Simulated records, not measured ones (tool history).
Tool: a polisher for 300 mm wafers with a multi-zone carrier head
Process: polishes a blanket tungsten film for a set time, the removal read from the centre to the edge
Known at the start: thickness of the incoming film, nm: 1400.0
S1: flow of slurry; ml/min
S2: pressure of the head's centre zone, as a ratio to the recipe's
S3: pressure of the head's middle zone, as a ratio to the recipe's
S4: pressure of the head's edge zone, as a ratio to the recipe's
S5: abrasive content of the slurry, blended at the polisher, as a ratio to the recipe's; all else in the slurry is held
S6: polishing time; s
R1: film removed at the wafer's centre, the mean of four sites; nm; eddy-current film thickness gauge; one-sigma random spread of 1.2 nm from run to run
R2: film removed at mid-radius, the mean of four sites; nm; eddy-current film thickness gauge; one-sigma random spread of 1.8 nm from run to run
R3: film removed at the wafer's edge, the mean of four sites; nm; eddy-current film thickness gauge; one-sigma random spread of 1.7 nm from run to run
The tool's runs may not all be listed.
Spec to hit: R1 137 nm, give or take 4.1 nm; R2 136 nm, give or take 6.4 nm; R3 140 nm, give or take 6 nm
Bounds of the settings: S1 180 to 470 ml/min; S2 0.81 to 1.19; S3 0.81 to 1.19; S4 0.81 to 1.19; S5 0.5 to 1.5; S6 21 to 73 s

{"run": 1, "hour": 0.0, "S1": 300, "S2": 1, "S3": 1, "S4": 1, "S5": 1, "S6": 47, "R1": 223.99, "R2": 215.06, "R3": 228.02}
{"run": 2, "hour": 2.9, "S1": 300, "S2": 1, "S3": 0.96, "S4": 1, "S5": 1, "S6": 47, "R1": 222.58, "R2": 213.53, "R3": 225.15}
{"run": 3, "hour": 8.4, "S1": 230, "S2": 1, "S3": 0.96, "S4": 1, "S5": 1, "S6": 47, "R1": 215.69, "R2": 213.5, "R3": 216.55}
{"run": 4, "hour": 10.9, "S1": 230, "S2": 1, "S3": 0.96, "S4": 1.04, "S5": 1, "S6": 47, "R1": 217.16, "R2": 207.99, "R3": 219.66}
{"run": 5, "hour": 14.5, "S1": 230, "S2": 1, "S3": 0.96, "S4": 1.04, "S5": 1, "S6": 37, "R1": 169.33, "R2": 167.53, "R3": 180.23}
{"run": 6, "hour": 15.5, "S1": 305, "S2": 1, "S3": 0.96, "S4": 1.04, "S5": 1, "S6": 37, "R1": 176.75, "R2": 165.89, "R3": 174.26}
{"run": 7, "hour": 17.3, "S1": 315, "S2": 0.99, "S3": 0.95, "S4": 1.03, "S5": 0.95, "S6": 37, "R1": 173.02, "R2": 168.15, "R3": 175.55}
{"run": 8, "hour": 21.5, "S1": 320, "S2": 0.99, "S3": 0.95, "S4": 1.04, "S5": 0.9, "S6": 36, "R1": 166.55, "R2": 162.53, "R3": 168.33}
{"run": 9, "hour": 25.9, "S1": 330, "S2": 0.91, "S3": 0.87, "S4": 0.94, "S5": 0.65, "S6": 35, "R1": 141.08, "R2": 135.51, "R3": 148.99}
{"hour": 31.7, "done": "slurry nozzle cleaned"}
{"run": 10, "hour": 31.7, "S1": 330, "S2": 0.91, "S3": 0.88, "S4": 0.93, "S5": 0.65, "S6": 35, "R1": 143.92, "R2": 139.77, "R3": 151.05}
{"run": 11, "hour": 36.8, "S1": 330, "S2": 0.91, "S3": 0.88, "S4": 0.93, "S5": 0.65, "S6": 35, "R1": 143.8, "R2": 142.79, "R3": 149.97}
{"run": 12, "hour": 41.3, "S1": 330, "S2": 0.91, "S3": 0.88, "S4": 0.92, "S5": 0.65, "S6": 35, "R1": 143.31, "R2": 139.43, "R3": 151.47}
{"run": 13, "hour": 48.4, "S1": 330, "S2": 0.91, "S3": 0.89, "S4": 0.92, "S5": 0.65, "S6": 35, "R1": 144.46, "R2": 143.85, "R3": 147.61}
{"run": 14, "hour": 55.6, "S1": 325, "S2": 0.9, "S3": 0.88, "S4": 0.9, "S5": 0.6, "S6": 35, "R1": 138.92, "R2": 141.67, "R3": 149.45}
{"run": 15, "hour": 59.5, "S1": 335, "S2": 0.9, "S3": 0.88, "S4": 0.9, "S5": 0.6, "S6": 35, "R1": 138.45, "R2": 139.91, "R3": 148.17}
{"run": 16, "hour": 63.0, "S1": 335, "S2": 0.91, "S3": 0.88, "S4": 0.9, "S5": 0.6, "S6": 35, "R1": 143.13, "R2": 139.32, "R3": 150.64}

Which of these 5 next moves meets every target?
{"run": "A", "hour": 66.5, "S1": 360, "S2": 0.81, "S3": 0.88, "S4": 0.94, "S5": 0.55, "S6": 37, "R1": "?", "R2": "?", "R3": "?"}
{"run": "B", "hour": 66.5, "S1": 345, "S2": 0.86, "S3": 0.83, "S4": 0.95, "S5": 0.55, "S6": 36, "R1": "?", "R2": "?", "R3": "?"}
{"run": "C", "hour": 66.5, "S1": 295, "S2": 0.86, "S3": 0.84, "S4": 0.9, "S5": 0.5, "S6": 38, "R1": "?", "R2": "?", "R3": "?"}
{"run": "D", "hour": 66.5, "S1": 350, "S2": 0.9, "S3": 1, "S4": 0.9, "S5": 0.6, "S6": 32, "R1": "?", "R2": "?", "R3": "?"}
{"run": "E", "hour": 66.5, "S1": 290, "S2": 0.92, "S3": 0.9, "S4": 0.89, "S5": 0.6, "S6": 34, "R1": "?", "R2": "?", "R3": "?"}

move=A R1=131.66 R2=145.02 R3=156.38
move=B R1=135.66 R2=134.1 R3=152.69
move=C R1=139.73 R2=139.62 R3=153.97
move=D R1=128.21 R2=141.14 R3=134.05
move=E R1=137.43 R2=135.72 R3=140.67
A: moves away from the targets compared with the last run
B: moves away from the targets compared with the last run
C: moves away from the targets compared with the last run
D: meets the target for the result that was furthest off, but another lies outside its allowed miss
E: hits every target within its allowed miss
Answer: E

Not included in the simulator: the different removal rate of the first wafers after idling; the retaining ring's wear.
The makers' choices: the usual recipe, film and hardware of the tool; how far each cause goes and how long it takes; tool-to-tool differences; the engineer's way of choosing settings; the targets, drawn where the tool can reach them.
